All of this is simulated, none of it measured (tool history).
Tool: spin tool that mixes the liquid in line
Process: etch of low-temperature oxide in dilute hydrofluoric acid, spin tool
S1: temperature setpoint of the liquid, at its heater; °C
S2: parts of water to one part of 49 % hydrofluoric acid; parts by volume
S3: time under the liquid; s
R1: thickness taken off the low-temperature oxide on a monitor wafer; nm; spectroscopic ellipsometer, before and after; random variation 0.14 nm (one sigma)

run 1 hour=0 | S1=20 S2=265 S3=295 | R1=9.2767
run 2 hour=6.1 | S1=22.5 S2=245 S3=295 | R1=11.11
run 3 hour=8.1 | S1=24.5 S2=245 S3=295 | R1=12.011
run 4 hour=14.3 | S1=25.5 S2=235 S3=295 | R1=13.412
run 5 hour=19.8 | S1=25.5 S2=270 S3=295 | R1=11.123
-- hour=21.8 hydrofluoric acid flow meter replaced
run 6 hour=21.8 | S1=26.5 S2=255 S3=295 | R1=10.944
run 7 hour=27.2 | S1=26.5 S2=235 S3=295 | R1=12.077
run 8 hour=28.6 | S1=26.5 S2=210 S3=295 | R1=14.04

Run 9 comes next. What will it give?
run 9 hour=36.6 | S1=27 S2=205 S3=295 | R1=?

Run 9 gave R1 14.699 nm.
